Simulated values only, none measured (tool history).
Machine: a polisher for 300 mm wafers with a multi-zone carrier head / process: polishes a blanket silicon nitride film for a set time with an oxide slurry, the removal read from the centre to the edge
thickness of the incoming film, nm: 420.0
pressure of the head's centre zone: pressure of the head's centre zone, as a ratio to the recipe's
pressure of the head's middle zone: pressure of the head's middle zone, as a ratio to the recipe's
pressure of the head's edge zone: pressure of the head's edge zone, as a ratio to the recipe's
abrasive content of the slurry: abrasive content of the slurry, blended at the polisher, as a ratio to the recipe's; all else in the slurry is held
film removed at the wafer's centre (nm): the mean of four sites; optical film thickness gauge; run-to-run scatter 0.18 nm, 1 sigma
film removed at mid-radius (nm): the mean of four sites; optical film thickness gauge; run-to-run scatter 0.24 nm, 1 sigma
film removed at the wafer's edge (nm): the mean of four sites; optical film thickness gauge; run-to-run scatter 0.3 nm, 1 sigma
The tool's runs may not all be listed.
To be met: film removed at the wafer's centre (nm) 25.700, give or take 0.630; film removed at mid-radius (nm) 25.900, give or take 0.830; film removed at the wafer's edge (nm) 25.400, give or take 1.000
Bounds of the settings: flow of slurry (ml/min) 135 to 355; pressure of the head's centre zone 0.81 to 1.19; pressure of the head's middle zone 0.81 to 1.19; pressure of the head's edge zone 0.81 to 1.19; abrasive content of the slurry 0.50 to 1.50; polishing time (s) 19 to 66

run  hour  flow of slurry (ml/min)  pressure of the head's centre zone  pressure of the head's middle zone  pressure of the head's edge zone  abrasive content of the slurry  polishing time (s)  film removed at the wafer's centre (nm)  film removed at mid-radius (nm)  film removed at the wafer's edge (nm)
  1   0.0                      225                                1.00                                1.00                              1.00                            1.00                  42                                   31.624                           30.719                                 31.492
  2   6.8                      225                                1.00                                1.00                              1.00                            1.00                  36                                   27.269                           26.545                                 27.522
  3  11.6                      225                                1.00                                1.00                              1.00                            1.10                  36                                   27.894                           26.857                                 27.464
  4  17.9                      225                                1.00                                1.06                              1.00                            1.10                  36                                   28.147                           28.059                                 28.031
  5  23.7                      215                                0.99                                1.05                              0.98                            1.10                  36                                   27.489                           28.183                                 27.258
  6  31.0                      215                                0.99                                1.05                              0.98                            1.10                  41                                   31.714                           31.628                                 31.389
  7  33.8                      210                                0.98                                1.02                              0.95                            1.05                  41                                   30.074                           30.905                                 30.555
  8  39.9                      215                                0.99                                1.01                              0.93                            0.95                  40                                   29.573                           28.789                                 28.036
  9  48.2                      205                                0.98                                0.99                              0.91                            0.90                  40                                   28.542                           28.150                                 26.767
 10  51.6                      195                                0.97                                0.97                              0.91                            0.90                  40                                   28.153                           27.270                                 27.472
 11  54.8                      190                                0.96                                0.97                              0.90                            0.85                  40                                   26.577                           26.878                                 25.944

Consider the 5 candidate settings below. Which is the only one whose results all fall within their allowed miss of target?
  A  58.0                      220                                0.90                                1.03                              0.85                            0.90                  39                                        ?                                ?                                      ?
  B  58.0                      195                                0.92                                0.85                              0.95                            0.90                  40                                        ?                                ?                                      ?
  C  58.0                      220                                0.90                                0.87                              1.02                            1.20                  34                                        ?                                ?                                      ?
  D  58.0                      195                                0.91                                0.91                              0.81                            0.80                  41                                        ?                                ?                                      ?
  E  58.0                      180                                0.93                                0.92                              0.96                            0.55                  42                                        ?                                ?                                      ?

move  film removed at the wafer's centre (nm)  film removed at mid-radius (nm)  film removed at the wafer's edge (nm)
   A                                   25.879                           28.437                                 25.969
   B                                   26.600                           25.278                                 27.731
   C                                   24.615                           24.220                                 26.965
   D                                   26.016                           26.112                                 25.487
   E                                   24.006                           23.768                                 24.971
A: the furthest-off result lands on target, but another misses its tolerance
B: misses by more than the last run did
C: takes the biggest miss from the last run beyond its target
D: every result within its allowed miss
E: takes the biggest miss from the last run beyond its target
Move D is the one to make.

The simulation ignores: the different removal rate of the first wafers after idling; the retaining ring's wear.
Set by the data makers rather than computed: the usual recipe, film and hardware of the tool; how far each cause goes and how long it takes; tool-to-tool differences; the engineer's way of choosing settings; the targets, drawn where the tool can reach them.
